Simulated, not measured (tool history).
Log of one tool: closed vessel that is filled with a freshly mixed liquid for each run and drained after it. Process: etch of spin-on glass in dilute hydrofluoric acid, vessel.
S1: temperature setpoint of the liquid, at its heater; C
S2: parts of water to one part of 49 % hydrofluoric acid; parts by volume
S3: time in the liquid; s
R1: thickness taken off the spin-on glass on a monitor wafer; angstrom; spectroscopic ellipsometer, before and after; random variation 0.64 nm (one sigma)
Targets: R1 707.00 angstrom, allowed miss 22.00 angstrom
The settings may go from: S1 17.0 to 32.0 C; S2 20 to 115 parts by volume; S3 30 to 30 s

run 1 hour=0.0 | S1=24.0 S2=65 S3=30 | R1=200.66
run 2 hour=2.8 | S1=24.0 S2=65 S3=30 | R1=199.05
run 3 hour=11.8 | S1=26.5 S2=50 S3=30 | R1=290.70
run 4 hour=16.8 | S1=28.0 S2=40 S3=30 | R1=395.51
run 5 hour=23.3 | S1=28.0 S2=60 S3=30 | R1=257.83
run 6 hour=29.6 | S1=29.0 S2=50 S3=30 | R1=324.64
run 7 hour=35.8 | S1=29.0 S2=50 S3=30 | R1=327.63
run 8 hour=37.5 | S1=30.0 S2=40 S3=30 | R1=432.83
run 9 hour=46.2 | S1=30.5 S2=35 S3=30 | R1=515.21
run 10 hour=51.5 | S1=31.0 S2=30 S3=30 | R1=606.23
-- hour=57.1 thermometer replaced
run 11 hour=57.1 | S1=31.5 S2=30 S3=30 | R1=641.27
run 12 hour=60.3 | S1=32.0 S2=30 S3=30 | R1=646.04
run 13 hour=67.7 | S1=32.0 S2=25 S3=30 | R1=798.00
run 14 hour=71.6 | S1=31.5 S2=25 S3=30 | R1=795.53
run 15 hour=72.9 | S1=30.5 S2=25 S3=30 | R1=745.80
run 16 hour=74.6 | S1=30.0 S2=25 S3=30 | R1=740.75

Which of these 4 next moves meets every target?
run A hour=76.3 | S1=32.0 S2=30 S3=30 | R1=?
run B hour=76.3 | S1=29.0 S2=25 S3=30 | R1=?
run C hour=76.3 | S1=31.0 S2=25 S3=30 | R1=?
run D hour=76.3 | S1=30.5 S2=25 S3=30 | R1=?

move=A R1=661.54
move=B R1=709.81
move=C R1=769.30
move=D R1=754.06
A: takes the result that was furthest off past its target
B: meets every target
C: further off than the last run
D: further off than the last run
Move B is the one to make.

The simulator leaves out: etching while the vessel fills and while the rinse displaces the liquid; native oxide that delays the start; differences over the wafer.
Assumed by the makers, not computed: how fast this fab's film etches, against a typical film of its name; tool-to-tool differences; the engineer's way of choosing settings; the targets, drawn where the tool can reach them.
